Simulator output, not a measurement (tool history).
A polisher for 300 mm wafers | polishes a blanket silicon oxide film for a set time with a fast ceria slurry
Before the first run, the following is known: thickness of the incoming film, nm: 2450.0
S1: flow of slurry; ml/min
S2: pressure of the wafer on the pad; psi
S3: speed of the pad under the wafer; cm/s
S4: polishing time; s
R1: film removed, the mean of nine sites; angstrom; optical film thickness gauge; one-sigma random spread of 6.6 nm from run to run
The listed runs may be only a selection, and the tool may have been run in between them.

run    day   S1   S2   S3  S4      R1
  1  0.000  150  2.3  102  30  3950.0
  2  0.367  150  2.0  102  30  3446.2
  3  0.650  150  2.0   82  30  2778.9
  4  0.767  150  2.3   82  30  3106.5
  5  0.938  150  2.5   84  30  3431.6
  6  1.033  150  2.7   86  30  3763.4
  7  1.300  150  2.9   88  30  4217.7
  8  1.496  150  3.0   88  30  4353.1
  9  1.804  150  3.1   88  30  4487.7

Estimate the outcome of run 10 from the log above:
 10  1.871  150  3.2  88  30   ?

Run 10 measured R1 4493.1 angstrom.
